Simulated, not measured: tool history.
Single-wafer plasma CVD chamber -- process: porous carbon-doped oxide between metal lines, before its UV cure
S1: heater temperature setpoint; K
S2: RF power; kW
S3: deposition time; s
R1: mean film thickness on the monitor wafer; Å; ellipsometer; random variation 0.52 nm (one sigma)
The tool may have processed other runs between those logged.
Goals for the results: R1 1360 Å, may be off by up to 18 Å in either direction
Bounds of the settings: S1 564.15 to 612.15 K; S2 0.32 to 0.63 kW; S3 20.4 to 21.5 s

{"run": 1, "hour": 0.0, "S1": 588.15, "S2": 0.475, "S3": 21.5, "R1": 1169.9}
{"run": 2, "hour": 4.8, "S1": 588.15, "S2": 0.475, "S3": 21.5, "R1": 1169.7}
{"run": 3, "hour": 9.3, "S1": 586.15, "S2": 0.48, "S3": 21.5, "R1": 1180.7}
{"run": 4, "hour": 15.7, "S1": 584.15, "S2": 0.485, "S3": 21.5, "R1": 1212.4}
{"hour": 23.7, "done": "RF generator calibrated"}
{"run": 5, "hour": 23.7, "S1": 584.15, "S2": 0.42, "S3": 21.5, "R1": 1111}
{"run": 6, "hour": 26.2, "S1": 582.15, "S2": 0.43, "S3": 21.5, "R1": 1150.7}
{"run": 7, "hour": 29.2, "S1": 580.15, "S2": 0.435, "S3": 21.5, "R1": 1166.6}
{"run": 8, "hour": 31.3, "S1": 578.15, "S2": 0.44, "S3": 21.5, "R1": 1195.8}
{"run": 9, "hour": 38.3, "S1": 576.15, "S2": 0.445, "S3": 21.5, "R1": 1216.1}
{"run": 10, "hour": 46.0, "S1": 564.15, "S2": 0.49, "S3": 21.5, "R1": 1383.8}

Exercise: of the 4 proposed moves below, exactly one satisfies all targets within the stated allowed misses. Which move is it?
{"run": "A", "hour": 53.7, "S1": 573.15, "S2": 0.535, "S3": 21.5, "R1": "?"}
{"run": "B", "hour": 53.7, "S1": 572.15, "S2": 0.525, "S3": 20.8, "R1": "?"}
{"run": "C", "hour": 53.7, "S1": 570.15, "S2": 0.55, "S3": 20.5, "R1": "?"}
{"run": "D", "hour": 53.7, "S1": 570.15, "S2": 0.53, "S3": 21, "R1": "?"}

move=A R1=1413.4
move=B R1=1357.3
move=C R1=1397.2
move=D R1=1393
A: its largest miss is bigger than the last run's
B: all results land within tolerance of their targets
C: its largest miss is bigger than the last run's
D: its largest miss is bigger than the last run's
B meets every target.
